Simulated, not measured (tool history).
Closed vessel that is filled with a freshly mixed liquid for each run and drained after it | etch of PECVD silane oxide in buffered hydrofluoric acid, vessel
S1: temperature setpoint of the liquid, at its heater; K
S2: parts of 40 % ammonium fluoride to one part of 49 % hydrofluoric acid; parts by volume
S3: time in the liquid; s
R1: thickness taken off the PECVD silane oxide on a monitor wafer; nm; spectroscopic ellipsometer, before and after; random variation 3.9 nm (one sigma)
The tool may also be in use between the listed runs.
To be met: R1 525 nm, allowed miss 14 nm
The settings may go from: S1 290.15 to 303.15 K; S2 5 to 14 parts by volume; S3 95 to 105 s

Run 1, hour 0: S1 295.15 K, S2 8.5 parts by volume, S3 95 s. Result: R1 388.02 nm.
Run 2, hour 7.3: S1 298.65 K, S2 8.5 parts by volume, S3 95 s. Result: R1 468.06 nm.
Run 3, hour 9.2: S1 298.65 K, S2 11 parts by volume, S3 95 s. Result: R1 376.02 nm.
Run 4, hour 16.6: S1 299.15 K, S2 11 parts by volume, S3 95 s. Result: R1 377.03 nm.
Run 5, hour 22.1: S1 299.65 K, S2 11 parts by volume, S3 95 s. Result: R1 386.85 nm.
Run 6, hour 28.1: S1 300.15 K, S2 11 parts by volume, S3 95 s. Result: R1 402.74 nm.
Run 7, hour 36.9: S1 300.65 K, S2 11 parts by volume, S3 95 s. Result: R1 413.99 nm.
Run 8, hour 44.8: S1 301.15 K, S2 11 parts by volume, S3 95 s. Result: R1 422.73 nm.
Run 9, hour 53: S1 301.65 K, S2 11 parts by volume, S3 95 s. Result: R1 434.87 nm.
Run 10, hour 62: S1 302.65 K, S2 10.5 parts by volume, S3 95 s. Result: R1 481.11 nm.

Which of these 4 next moves meets every target?
Run A, hour 71: S1 303.15 K, S2 10.5 parts by volume, S3 95 s. Result: R1 ?.
Run B, hour 71: S1 302.15 K, S2 11 parts by volume, S3 105 s. Result: R1 ?.
Run C, hour 71: S1 302.65 K, S2 10 parts by volume, S3 100 s. Result: R1 ?.
Run D, hour 71: S1 302.15 K, S2 10 parts by volume, S3 95 s. Result: R1 ?.

move      R1
   A  497.23
   B  498.33
   C  534.58
   D  494.65
A: nearer than the last run, and not there yet
B: nearer than the last run, and not there yet
C: meets every target
D: nearer than the last run, and not there yet
Answer: C

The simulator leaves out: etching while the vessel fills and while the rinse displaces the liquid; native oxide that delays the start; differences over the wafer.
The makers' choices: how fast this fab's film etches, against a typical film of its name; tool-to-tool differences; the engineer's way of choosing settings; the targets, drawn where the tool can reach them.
